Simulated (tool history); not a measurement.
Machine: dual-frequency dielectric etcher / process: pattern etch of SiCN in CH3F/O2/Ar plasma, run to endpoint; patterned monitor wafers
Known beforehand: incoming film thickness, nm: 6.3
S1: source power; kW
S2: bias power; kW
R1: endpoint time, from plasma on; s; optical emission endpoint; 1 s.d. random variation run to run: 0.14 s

Run 1, day 0.000: S1 0.540 kW, S2 0.059 kW. Result: R1 17.247 s.
Run 2, day 0.167: S1 0.540 kW, S2 0.067 kW. Result: R1 16.246 s.
Run 3, day 0.521: S1 0.480 kW, S2 0.064 kW. Result: R1 17.362 s.
Run 4, day 0.875: S1 0.440 kW, S2 0.062 kW. Result: R1 18.145 s.
Run 5, day 0.992: S1 0.440 kW, S2 0.068 kW. Result: R1 17.183 s.
Run 6, day 1.321: S1 0.410 kW, S2 0.065 kW. Result: R1 18.302 s.

Run 7 comes next. What will it give?
Run 7, day 1.538: S1 0.390 kW, S2 0.064 kW. Result: R1 ?.

For run 7 the tool returned R1 18.463 s.
